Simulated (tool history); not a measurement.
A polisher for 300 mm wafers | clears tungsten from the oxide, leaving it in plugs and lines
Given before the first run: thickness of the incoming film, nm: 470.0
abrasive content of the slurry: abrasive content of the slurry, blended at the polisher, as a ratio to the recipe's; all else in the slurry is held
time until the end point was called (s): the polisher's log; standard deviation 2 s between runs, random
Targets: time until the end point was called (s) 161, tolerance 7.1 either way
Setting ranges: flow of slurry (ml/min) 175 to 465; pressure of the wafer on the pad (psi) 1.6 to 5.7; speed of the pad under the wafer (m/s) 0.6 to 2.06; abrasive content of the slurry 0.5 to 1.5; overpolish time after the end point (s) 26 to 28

| run | hour | flow of slurry (ml/min) | pressure of the wafer on the pad (psi) | speed of the pad under the wafer (m/s) | abrasive content of the slurry | overpolish time after the end point (s) | time until the end point was called (s) |
|---|---|---|---|---|---|---|---|
| 1 | 0 | 295 | 3.6 | 1.32 | 1 | 26 | 79.958 |
| 2 | 2.9 | 295 | 3.3 | 1.28 | 1 | 26 | 90.201 |
| 3 | 4.1 | 295 | 3 | 1.26 | 1 | 26 | 101.5 |
| 4 | 10 | 295 | 3 | 1.56 | 1 | 26 | 87.927 |
| 5 | 17.9 | 295 | 3.6 | 1.56 | 1 | 26 | 74.268 |
| 6 | 25.3 | 295 | 3.3 | 1.48 | 1 | 26 | 82.967 |
| 7 | 33 | 295 | 3 | 1.44 | 1 | 26 | 91.81 |
| 8 | 36.2 | 295 | 2.8 | 1.38 | 1 | 26 | 100.66 |
| 9 | 41.6 | 295 | 2.6 | 1.34 | 1 | 26 | 110.22 |
| 10 | 47.8 | 295 | 2.4 | 1.32 | 1 | 26 | 123.49 |
| 11 | 54.1 | 295 | 2.3 | 1.32 | 1 | 26 | 125.82 |
| 12 | 58.9 | 295 | 2.2 | 1.32 | 1 | 26 | 130.27 |
| 13 | 62.1 | 295 | 2.1 | 1.32 | 1 | 26 | 139.9 |
| 14 | 63.4 | 295 | 2 | 1.32 | 1 | 26 | 141.34 |
| 15 | 64.6 | 295 | 1.6 | 1.28 | 1 | 26 | 177.86 |
| 16 | 67.8 | 295 | 1.7 | 1.28 | 1 | 26 | 171.5 |

5 candidate next runs follow, results not yet known. Just one meets every target within its allowed miss. Identify it.
| A | 71 | 315 | 2.1 | 1.16 | 1 | 26 | ? |
| B | 71 | 290 | 2.1 | 1.24 | 0.95 | 28 | ? |
| C | 71 | 385 | 2 | 1.08 | 0.9 | 28 | ? |
| D | 71 | 285 | 1.8 | 1.48 | 1.05 | 26 | ? |
| E | 71 | 310 | 1.6 | 1.24 | 1.2 | 26 | ? |

| move | time until the end point was called (s) |
|---|---|
| A | 145.3 |
| B | 142.77 |
| C | 159.91 |
| D | 144.98 |
| E | 172.85 |
A: moves the result that the last run missed by most past its target, out the other side
B: moves the result that the last run missed by most past its target, out the other side
C: all results land within tolerance of their targets
D: moves the result that the last run missed by most past its target, out the other side
E: its largest miss is bigger than the last run's
C meets every target.
